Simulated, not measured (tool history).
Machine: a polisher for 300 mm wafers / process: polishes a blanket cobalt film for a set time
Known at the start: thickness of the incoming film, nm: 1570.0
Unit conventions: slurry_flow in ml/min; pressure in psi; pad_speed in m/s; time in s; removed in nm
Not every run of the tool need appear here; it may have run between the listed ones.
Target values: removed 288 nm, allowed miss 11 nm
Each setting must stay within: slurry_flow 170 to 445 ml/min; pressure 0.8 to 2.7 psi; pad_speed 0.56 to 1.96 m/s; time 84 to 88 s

| run | hour | slurry_flow | pressure | pad_speed | time | removed |
|---|---|---|---|---|---|---|
| 1 | 0 | 285 | 1.7 | 1.26 | 84 | 477.32 |
| 2 | 0.8 | 220 | 1.7 | 1.26 | 84 | 465.91 |
| 3 | 2.5 | 220 | 1.5 | 1.26 | 84 | 406.14 |
| 4 | 8.8 | 220 | 1.7 | 1.26 | 84 | 458.34 |
| 5 | 15.5 | 220 | 1.7 | 1.54 | 84 | 561.18 |
| 6 | 19.2 | 220 | 1.5 | 1.5 | 84 | 479.43 |
| 7 | 21.7 | 220 | 1.3 | 1.48 | 84 | 420.55 |
| 8 | 28.3 | 220 | 1.2 | 1.46 | 84 | 380.04 |
| 9 | 31.4 | 220 | 1.1 | 1.46 | 84 | 348.13 |
| 10 | 35.2 | 220 | 1 | 1.46 | 84 | 315.69 |

Exactly one of the 5 candidate moves below puts every result within its allowed miss. Which one?
| A | 39 | 225 | 1.1 | 1.5 | 84 | ? |
| B | 39 | 245 | 0.9 | 1.36 | 88 | ? |
| C | 39 | 175 | 1 | 1.5 | 88 | ? |
| D | 39 | 170 | 0.8 | 1.48 | 84 | ? |
| E | 39 | 280 | 0.9 | 1.52 | 85 | ? |

| move | removed |
|---|---|
| A | 363.15 |
| B | 288.1 |
| C | 338.53 |
| D | 257.5 |
| E | 313.72 |
A: further off than the last run
B: all results land within tolerance of their targets
C: further off than the last run
D: the result that was furthest off in the last run now lies on the other side of its target
E: nearer than the last run, and not there yet
B meets every target.
